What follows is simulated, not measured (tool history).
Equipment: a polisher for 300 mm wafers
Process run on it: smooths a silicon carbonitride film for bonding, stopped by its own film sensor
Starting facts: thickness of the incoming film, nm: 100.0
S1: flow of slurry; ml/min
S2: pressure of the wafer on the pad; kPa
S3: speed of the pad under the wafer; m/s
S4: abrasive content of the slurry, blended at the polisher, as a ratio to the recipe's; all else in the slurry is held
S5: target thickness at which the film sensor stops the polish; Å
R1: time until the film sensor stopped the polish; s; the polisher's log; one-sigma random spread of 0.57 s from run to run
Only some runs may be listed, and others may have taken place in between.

run,hour,S1,S2,S3,S4,S5,R1
1,0.0,190,17.2,0.76,1.00,860,61.983
2,4.4,190,19.3,0.76,1.00,860,53.699
3,13.2,190,20.7,0.78,1.00,860,49.983
4,14.0,190,20.7,0.78,1.10,860,45.843
5,17.5,170,20.7,0.78,1.10,860,46.563
6,25.2,170,20.7,0.78,1.00,860,50.031

For run 7, what comes out?
7,33.9,170,25.5,0.96,1.05,860,?

R1: 33.558 s

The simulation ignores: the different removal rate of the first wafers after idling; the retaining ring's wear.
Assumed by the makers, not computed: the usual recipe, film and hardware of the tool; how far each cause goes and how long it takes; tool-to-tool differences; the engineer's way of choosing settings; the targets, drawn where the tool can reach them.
